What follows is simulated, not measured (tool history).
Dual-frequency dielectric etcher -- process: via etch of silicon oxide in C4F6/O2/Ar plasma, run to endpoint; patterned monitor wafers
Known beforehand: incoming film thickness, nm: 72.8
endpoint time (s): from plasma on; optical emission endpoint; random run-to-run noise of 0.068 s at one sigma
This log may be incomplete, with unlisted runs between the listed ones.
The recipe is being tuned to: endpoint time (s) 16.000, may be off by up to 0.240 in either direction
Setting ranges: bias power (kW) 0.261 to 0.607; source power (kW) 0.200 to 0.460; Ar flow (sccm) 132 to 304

{"run": 1, "hour": 0.0, "bias power (kW)": 0.434, "source power (kW)": 0.33, "Ar flow (sccm)": 218, "endpoint time (s)": 18.515}
{"run": 2, "hour": 5.3, "bias power (kW)": 0.434, "source power (kW)": 0.33, "Ar flow (sccm)": 194, "endpoint time (s)": 18.304}
{"run": 3, "hour": 9.7, "bias power (kW)": 0.434, "source power (kW)": 0.33, "Ar flow (sccm)": 208, "endpoint time (s)": 18.54}
{"run": 4, "hour": 18.6, "bias power (kW)": 0.488, "source power (kW)": 0.33, "Ar flow (sccm)": 208, "endpoint time (s)": 17.529}
{"run": 5, "hour": 24.7, "bias power (kW)": 0.516, "source power (kW)": 0.33, "Ar flow (sccm)": 208, "endpoint time (s)": 17.11}
{"run": 6, "hour": 32.9, "bias power (kW)": 0.516, "source power (kW)": 0.33, "Ar flow (sccm)": 194, "endpoint time (s)": 16.771}
{"run": 7, "hour": 34.0, "bias power (kW)": 0.516, "source power (kW)": 0.33, "Ar flow (sccm)": 194, "endpoint time (s)": 16.917}
{"run": 8, "hour": 39.5, "bias power (kW)": 0.533, "source power (kW)": 0.33, "Ar flow (sccm)": 194, "endpoint time (s)": 16.703}
{"run": 9, "hour": 45.7, "bias power (kW)": 0.547, "source power (kW)": 0.33, "Ar flow (sccm)": 194, "endpoint time (s)": 16.515}
{"run": 10, "hour": 54.4, "bias power (kW)": 0.557, "source power (kW)": 0.33, "Ar flow (sccm)": 194, "endpoint time (s)": 16.306}
{"run": 11, "hour": 57.1, "bias power (kW)": 0.563, "source power (kW)": 0.33, "Ar flow (sccm)": 194, "endpoint time (s)": 16.326}

Below are 5 possible settings for the next run. Only one of them brings all results inside the allowed miss of their targets. Which is it?
{"run": "A", "hour": 59.8, "bias power (kW)": 0.469, "source power (kW)": 0.39, "Ar flow (sccm)": 210, "endpoint time (s)": "?"}
{"run": "B", "hour": 59.8, "bias power (kW)": 0.547, "source power (kW)": 0.31, "Ar flow (sccm)": 190, "endpoint time (s)": "?"}
{"run": "C", "hour": 59.8, "bias power (kW)": 0.591, "source power (kW)": 0.29, "Ar flow (sccm)": 202, "endpoint time (s)": "?"}
{"run": "D", "hour": 59.8, "bias power (kW)": 0.607, "source power (kW)": 0.31, "Ar flow (sccm)": 183, "endpoint time (s)": "?"}
{"run": "E", "hour": 59.8, "bias power (kW)": 0.557, "source power (kW)": 0.32, "Ar flow (sccm)": 178, "endpoint time (s)": "?"}

move=A endpoint_time_(s)=16.785
move=B endpoint_time_(s)=16.865
move=C endpoint_time_(s)=16.756
move=D endpoint_time_(s)=16.004
move=E endpoint_time_(s)=16.432
A: its largest miss is bigger than the last run's
B: its largest miss is bigger than the last run's
C: its largest miss is bigger than the last run's
D: every result within its allowed miss
E: its largest miss is bigger than the last run's
Move D is the one to make.
